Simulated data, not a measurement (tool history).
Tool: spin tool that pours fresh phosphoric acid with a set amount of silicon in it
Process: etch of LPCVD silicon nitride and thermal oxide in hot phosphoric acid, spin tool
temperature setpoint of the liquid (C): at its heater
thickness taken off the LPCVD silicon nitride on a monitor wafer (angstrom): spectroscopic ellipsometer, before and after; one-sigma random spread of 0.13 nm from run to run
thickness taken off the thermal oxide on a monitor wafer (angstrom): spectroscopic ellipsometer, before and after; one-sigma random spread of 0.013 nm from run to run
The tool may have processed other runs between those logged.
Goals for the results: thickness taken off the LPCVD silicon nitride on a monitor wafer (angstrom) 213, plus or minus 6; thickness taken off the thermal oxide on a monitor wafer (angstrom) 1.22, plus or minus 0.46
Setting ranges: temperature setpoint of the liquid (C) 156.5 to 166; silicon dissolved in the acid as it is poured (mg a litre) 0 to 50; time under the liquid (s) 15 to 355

run,hour,temperature setpoint of the liquid (C),silicon dissolved in the acid as it is poured (mg a litre),time under the liquid (s),thickness taken off the LPCVD silicon nitride on a monitor wafer (angstrom),thickness taken off the thermal oxide on a monitor wafer (angstrom)
1,0,161,28,180,172.67,2.4327
2,4.7,161,28,105,100.9,1.2891
3,8,160,28,105,98.136,1.485
4,17,160,28,165,153.54,1.76
5,23.6,160,28,215,199.52,2.5066
6,29.2,160,28,170,156.34,2.3713
7,35.2,161,33.5,180,172.96,1.8072
8,42.4,162,38,180,177.47,1.4414
9,46.2,162,38,180,177.66,1.3848
10,54.6,163,39.5,185,189.26,1.5285

5 next moves are on the table. One of them brings every result within its allowed miss. Which?
A,63,163.5,31.5,160,?,?
B,63,163,47,190,?,?
C,63,163,34.5,225,?,?
D,63,162,46.5,215,?,?
E,63,163.5,50,215,?,?

move,thickness taken off the LPCVD silicon nitride on a monitor wafer (angstrom),thickness taken off the thermal oxide on a monitor wafer (angstrom)
A,167.96,1.9135
B,196.18,0.97423
C,232.31,2.2632
D,214.74,1.0246
E,225.69,1.1434
A: misses by more than the last run did
B: closer than the last run, but not yet in spec
C: carries the result that was furthest off beyond its target, to the other side
D: hits every target within its allowed miss
E: carries the result that was furthest off beyond its target, to the other side
Go with D: it meets all targets.
